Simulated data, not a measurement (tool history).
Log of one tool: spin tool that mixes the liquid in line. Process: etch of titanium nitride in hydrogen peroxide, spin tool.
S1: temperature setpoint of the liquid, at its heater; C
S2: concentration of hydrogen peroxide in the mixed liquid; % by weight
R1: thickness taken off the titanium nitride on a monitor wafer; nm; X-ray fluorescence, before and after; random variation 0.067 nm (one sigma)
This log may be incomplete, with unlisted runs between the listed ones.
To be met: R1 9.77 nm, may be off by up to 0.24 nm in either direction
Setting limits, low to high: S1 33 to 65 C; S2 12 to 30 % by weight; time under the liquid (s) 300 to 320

{"run": 1, "hour": 0.0, "S1": 49, "S2": 22, "time under the liquid (s)": 300, "R1": 6.5149}
{"run": 2, "hour": 2.3, "S1": 50, "S2": 22, "time under the liquid (s)": 300, "R1": 7.136}
{"run": 3, "hour": 8.0, "S1": 50, "S2": 18.5, "time under the liquid (s)": 300, "R1": 6.7439}
{"run": 4, "hour": 14.5, "S1": 50, "S2": 16, "time under the liquid (s)": 300, "R1": 6.6373}
{"run": 5, "hour": 22.7, "S1": 51, "S2": 16, "time under the liquid (s)": 300, "R1": 7.065}
{"run": 6, "hour": 26.5, "S1": 51.5, "S2": 16, "time under the liquid (s)": 300, "R1": 7.3512}
{"run": 7, "hour": 27.9, "S1": 52, "S2": 16, "time under the liquid (s)": 300, "R1": 7.6965}
{"hour": 34.7, "done": "thermometer replaced"}
{"run": 8, "hour": 34.7, "S1": 52.5, "S2": 16, "time under the liquid (s)": 300, "R1": 8.5387}
{"run": 9, "hour": 42.4, "S1": 53.5, "S2": 16, "time under the liquid (s)": 300, "R1": 9.2319}

Next run, 4 choices. One meets every target within its allowed miss, the rest don't. Which?
{"run": "A", "hour": 50.1, "S1": 55, "S2": 16, "time under the liquid (s)": 300, "R1": "?"}
{"run": "B", "hour": 50.1, "S1": 51.5, "S2": 13, "time under the liquid (s)": 320, "R1": "?"}
{"run": "C", "hour": 50.1, "S1": 52.5, "S2": 21, "time under the liquid (s)": 320, "R1": "?"}
{"run": "D", "hour": 50.1, "S1": 53.5, "S2": 19, "time under the liquid (s)": 320, "R1": "?"}

move=A R1=10.3
move=B R1=8.2094
move=C R1=9.7591
move=D R1=10.254
A: carries the result that was furthest off beyond its target, to the other side
B: the biggest miss grows against the last run
C: every result lands within tolerance
D: carries the result that was furthest off beyond its target, to the other side
The move that meets every target is C.
